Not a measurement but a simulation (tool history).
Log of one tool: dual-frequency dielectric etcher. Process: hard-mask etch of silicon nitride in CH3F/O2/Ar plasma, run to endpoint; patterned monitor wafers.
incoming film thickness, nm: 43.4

run	hour	source power (W)	bias power (W)	endpoint time (s)
1	0.0	510	70	58.654
2	0.8	480	69	59.789
3	6.0	480	75	58.918
4	13.5	450	73	60.410
5	15.3	450	61	64.134
6	20.1	450	72	60.674

Run 7 comes next. What will it give?
7	22.6	430	71	?

Run 7 gave endpoint time (s) 61.395.

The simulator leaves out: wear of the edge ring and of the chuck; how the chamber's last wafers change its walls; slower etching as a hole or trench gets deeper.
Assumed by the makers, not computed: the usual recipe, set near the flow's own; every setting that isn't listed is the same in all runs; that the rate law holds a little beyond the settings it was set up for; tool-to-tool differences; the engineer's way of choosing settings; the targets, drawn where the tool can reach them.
